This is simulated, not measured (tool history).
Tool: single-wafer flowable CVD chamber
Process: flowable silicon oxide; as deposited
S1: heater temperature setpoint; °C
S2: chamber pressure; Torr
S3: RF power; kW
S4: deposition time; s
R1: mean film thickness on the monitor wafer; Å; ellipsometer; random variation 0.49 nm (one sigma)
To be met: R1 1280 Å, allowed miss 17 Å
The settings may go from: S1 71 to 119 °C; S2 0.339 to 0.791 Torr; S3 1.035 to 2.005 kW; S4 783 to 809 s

run 1 hour=0 | S1=95 S2=0.565 S3=1.52 S4=783 | R1=3255.7
run 2 hour=2.7 | S1=101 S2=0.551 S3=1.52 S4=783 | R1=2586.3
run 3 hour=4.6 | S1=101 S2=0.551 S3=1.665 S4=783 | R1=2648
run 4 hour=10.1 | S1=107 S2=0.551 S3=1.665 S4=783 | R1=2149.8
run 5 hour=13.8 | S1=107 S2=0.551 S3=1.665 S4=809 | R1=2229.1
run 6 hour=17.1 | S1=107 S2=0.483 S3=1.665 S4=809 | R1=1966.3
run 7 hour=25.5 | S1=110 S2=0.48 S3=1.665 S4=809 | R1=1758.9
run 8 hour=28.7 | S1=119 S2=0.472 S3=1.665 S4=809 | R1=1301.5

5 next moves are on the table. One of them brings every result within its allowed miss. Which?
run A hour=31.9 | S1=119 S2=0.509 S3=1.615 S4=783 | R1=?
run B hour=31.9 | S1=118 S2=0.482 S3=1.67 S4=783 | R1=?
run C hour=31.9 | S1=116 S2=0.425 S3=1.71 S4=794 | R1=?
run D hour=31.9 | S1=117 S2=0.43 S3=1.965 S4=809 | R1=?
run E hour=31.9 | S1=116 S2=0.429 S3=1.895 S4=800 | R1=?

move=A R1=1345.9
move=B R1=1331.8
move=C R1=1289.7
move=D R1=1330.3
move=E R1=1344.5
A: further off than the last run
B: further off than the last run
C: meets every target
D: further off than the last run
E: further off than the last run
Move C is the one to make.
